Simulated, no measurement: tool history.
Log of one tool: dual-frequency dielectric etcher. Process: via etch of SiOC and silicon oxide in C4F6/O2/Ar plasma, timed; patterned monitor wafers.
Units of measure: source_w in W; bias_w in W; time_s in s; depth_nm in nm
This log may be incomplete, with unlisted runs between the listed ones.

| run | day | source_w | bias_w | time_s | depth_nm |
|---|---|---|---|---|---|
| 1 | 0 | 450 | 161 | 63.5 | 72.393 |
| 2 | 0.233 | 450 | 161 | 63.5 | 72.279 |
| 3 | 0.517 | 450 | 134 | 63.5 | 69.223 |
| 4 | 0.596 | 410 | 132 | 63.5 | 66.879 |
| 5 | 0.625 | 450 | 132 | 63.5 | 68.856 |
| 6 | 0.817 | 410 | 128 | 63.5 | 65.621 |

Run 7 has not been measured yet. What should we expect?
| 7 | 0.858 | 390 | 127 | 63.5 | ? |

Run 7 came out at depth_nm 64.399 nm.
